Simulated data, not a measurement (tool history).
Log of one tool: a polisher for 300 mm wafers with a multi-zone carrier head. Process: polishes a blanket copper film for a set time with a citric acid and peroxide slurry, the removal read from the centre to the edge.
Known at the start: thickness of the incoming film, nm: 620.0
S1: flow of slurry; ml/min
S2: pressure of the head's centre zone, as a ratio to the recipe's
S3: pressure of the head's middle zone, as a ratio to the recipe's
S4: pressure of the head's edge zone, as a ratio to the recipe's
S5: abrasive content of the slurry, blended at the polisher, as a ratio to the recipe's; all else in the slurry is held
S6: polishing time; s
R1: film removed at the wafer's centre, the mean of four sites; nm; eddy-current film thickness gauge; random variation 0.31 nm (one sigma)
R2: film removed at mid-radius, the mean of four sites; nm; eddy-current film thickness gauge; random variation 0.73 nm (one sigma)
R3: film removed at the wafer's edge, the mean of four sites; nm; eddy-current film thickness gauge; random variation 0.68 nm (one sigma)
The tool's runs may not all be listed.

| run | hour | S1 | S2 | S3 | S4 | S5 | S6 | R1 | R2 | R3 |
|---|---|---|---|---|---|---|---|---|---|---|
| 1 | 0 | 200 | 1 | 1 | 1 | 1 | 64 | 89.768 | 88.427 | 88.022 |
| 2 | 0.9 | 190 | 0.96 | 0.97 | 0.99 | 0.9 | 60 | 79.386 | 75.288 | 78.472 |
| 3 | 9.5 | 190 | 0.96 | 0.97 | 0.95 | 0.9 | 60 | 78.432 | 77.825 | 77.881 |
| 4 | 12.9 | 190 | 0.96 | 0.97 | 0.91 | 0.9 | 60 | 80.412 | 78.296 | 77.43 |
| 5 | 17.6 | 180 | 0.92 | 0.97 | 0.94 | 0.8 | 57 | 70.185 | 71.037 | 71.325 |
| 6 | 24.5 | 205 | 0.92 | 0.97 | 0.94 | 0.8 | 57 | 71.711 | 72 | 74.879 |
| 7 | 31.3 | 190 | 0.89 | 0.96 | 0.96 | 0.75 | 55 | 64.28 | 67.433 | 67.934 |
| 8 | 33.5 | 180 | 0.87 | 0.93 | 1 | 0.7 | 55 | 62.547 | 64.439 | 71.387 |
| 9 | 35.6 | 180 | 0.87 | 0.93 | 1 | 0.7 | 55 | 62.289 | 64.708 | 70.381 |

The next listed run, before its measurement:
| 10 | 42.8 | 170 | 0.86 | 0.92 | 0.99 | 0.65 | 54 | ? | ? | ? |

{"run 10": {"R1": 59.459, "R2": 62.892, "R3": 65.538}}
